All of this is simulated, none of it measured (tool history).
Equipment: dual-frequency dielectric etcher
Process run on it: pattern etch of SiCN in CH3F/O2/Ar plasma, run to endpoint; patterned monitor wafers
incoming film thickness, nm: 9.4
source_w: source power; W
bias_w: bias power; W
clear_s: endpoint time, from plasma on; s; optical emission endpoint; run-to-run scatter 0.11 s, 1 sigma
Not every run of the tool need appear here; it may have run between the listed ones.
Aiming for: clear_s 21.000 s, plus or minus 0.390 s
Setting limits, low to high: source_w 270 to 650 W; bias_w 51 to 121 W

| run | hour | source_w | bias_w | clear_s |
|---|---|---|---|---|
| 1 | 0.0 | 460 | 86 | 22.891 |
| 2 | 6.5 | 420 | 86 | 23.636 |
| 3 | 15.3 | 420 | 101 | 22.185 |
| 4 | 17.4 | 340 | 101 | 23.858 |
| 5 | 19.7 | 370 | 102 | 23.180 |
| 6 | 22.4 | 400 | 103 | 22.525 |
| 7 | 28.0 | 420 | 104 | 22.085 |
| 8 | 31.1 | 430 | 104 | 21.777 |
| 9 | 37.5 | 440 | 104 | 21.659 |
| 10 | 43.4 | 450 | 104 | 21.420 |

Which one of the following 4 next-run settings gets every result inside its allowed miss? There is exactly one.
| A | 49.3 | 550 | 104 | ? |
| B | 49.3 | 440 | 105 | ? |
| C | 49.3 | 460 | 109 | ? |
| D | 49.3 | 530 | 106 | ? |

| move | clear_s |
|---|---|
| A | 20.249 |
| B | 21.783 |
| C | 21.125 |
| D | 20.352 |
A: carries the result that was furthest off beyond its target, to the other side
B: lands further from the targets than the last run did
C: each result inside its tolerance
D: carries the result that was furthest off beyond its target, to the other side
The right move is C.
